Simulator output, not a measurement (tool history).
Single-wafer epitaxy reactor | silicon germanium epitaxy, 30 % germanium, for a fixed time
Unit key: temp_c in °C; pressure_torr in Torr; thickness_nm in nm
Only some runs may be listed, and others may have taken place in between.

run 1 hour=0 | temp_c=610 pressure_torr=15.4 | thickness_nm=56.652
run 2 hour=1.1 | temp_c=615 pressure_torr=15.4 | thickness_nm=61.657
run 3 hour=9.4 | temp_c=613 pressure_torr=15.4 | thickness_nm=59.597
run 4 hour=16.2 | temp_c=613 pressure_torr=17.4 | thickness_nm=62.575
run 5 hour=23.7 | temp_c=613 pressure_torr=14.9 | thickness_nm=58.87
run 6 hour=30.9 | temp_c=611 pressure_torr=14.9 | thickness_nm=56.786
run 7 hour=36.1 | temp_c=610 pressure_torr=14.9 | thickness_nm=55.897
run 8 hour=38.4 | temp_c=609 pressure_torr=14.9 | thickness_nm=54.986

Run 9 is up next; what results do you expect?
run 9 hour=42 | temp_c=608 pressure_torr=14.9 | thickness_nm=?

Logged for run 9: thickness_nm 53.99 nm.
